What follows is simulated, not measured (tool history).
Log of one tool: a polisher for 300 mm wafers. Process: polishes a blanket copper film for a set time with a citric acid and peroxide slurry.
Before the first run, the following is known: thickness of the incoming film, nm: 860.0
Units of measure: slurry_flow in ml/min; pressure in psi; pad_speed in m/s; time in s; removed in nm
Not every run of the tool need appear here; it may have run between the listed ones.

| run | hour | slurry_flow | pressure | pad_speed | slurry_solids | time | removed |
|---|---|---|---|---|---|---|---|
| 1 | 0 | 140 | 2.9 | 0.86 | 1 | 112 | 235.47 |
| 2 | 2.4 | 135 | 2.8 | 0.86 | 1 | 112 | 231.07 |
| 3 | 2.9 | 135 | 2.7 | 0.86 | 1 | 112 | 220.48 |
| 4 | 3.9 | 135 | 2.7 | 1.06 | 1 | 112 | 263.97 |
| 5 | 9.3 | 105 | 2.7 | 1.06 | 1 | 112 | 254.83 |
| 6 | 11.4 | 100 | 2.5 | 1.06 | 1 | 112 | 236.86 |
| 7 | 17.9 | 100 | 2.4 | 1.06 | 1 | 112 | 229.63 |

Forecast run 8:
| 8 | 19.4 | 100 | 2.3 | 1.06 | 1 | 112 | ? |

Run 8 measured removed 221.61 nm.
